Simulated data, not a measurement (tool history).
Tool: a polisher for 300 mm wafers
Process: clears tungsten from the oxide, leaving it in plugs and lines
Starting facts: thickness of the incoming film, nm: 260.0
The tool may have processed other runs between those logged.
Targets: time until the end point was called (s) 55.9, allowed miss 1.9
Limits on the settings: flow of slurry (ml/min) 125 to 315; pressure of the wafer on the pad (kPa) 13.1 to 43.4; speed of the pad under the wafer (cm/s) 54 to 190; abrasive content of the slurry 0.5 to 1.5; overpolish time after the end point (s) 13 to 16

| run | hour | flow of slurry (ml/min) | pressure of the wafer on the pad (kPa) | speed of the pad under the wafer (cm/s) | abrasive content of the slurry | overpolish time after the end point (s) | time until the end point was called (s) |
|---|---|---|---|---|---|---|---|
| 1 | 0 | 205 | 28.3 | 122 | 1 | 16 | 35.854 |
| 2 | 1.2 | 235 | 28.3 | 122 | 1 | 16 | 35.194 |
| 3 | 3.4 | 235 | 26.9 | 122 | 1 | 16 | 37.498 |
| 4 | 4.6 | 235 | 26.9 | 122 | 1.15 | 16 | 35.921 |
| 5 | 11.6 | 235 | 25.5 | 122 | 1.15 | 16 | 37.732 |
| 6 | 15.9 | 235 | 24.1 | 122 | 1.15 | 16 | 39.471 |
| 7 | 17.7 | 235 | 22.8 | 122 | 1.15 | 16 | 42.187 |
| 8 | 25.7 | 225 | 15.2 | 120 | 1.15 | 16 | 60.809 |
| 9 | 28.5 | 230 | 15.2 | 120 | 1.15 | 16 | 61.382 |

Of the 5 settings listed for the next run, only one would bring every result within its allowed miss of target. Which one?
| A | 31.3 | 220 | 14.5 | 136 | 1.2 | 13 | ? |
| B | 31.3 | 270 | 15.2 | 116 | 0.8 | 13 | ? |
| C | 31.3 | 210 | 13.8 | 126 | 0.9 | 13 | ? |
| D | 31.3 | 235 | 16.5 | 112 | 1.15 | 16 | ? |
| E | 31.3 | 255 | 15.2 | 106 | 1.1 | 13 | ? |

| move | time until the end point was called (s) |
|---|---|
| A | 57.181 |
| B | 68.234 |
| C | 68.7 |
| D | 61.62 |
| E | 70.056 |
A: every result lands within tolerance
B: further off than the last run
C: further off than the last run
D: about the same distance from the targets as the last run
E: further off than the last run
Correct choice: A, which meets every target
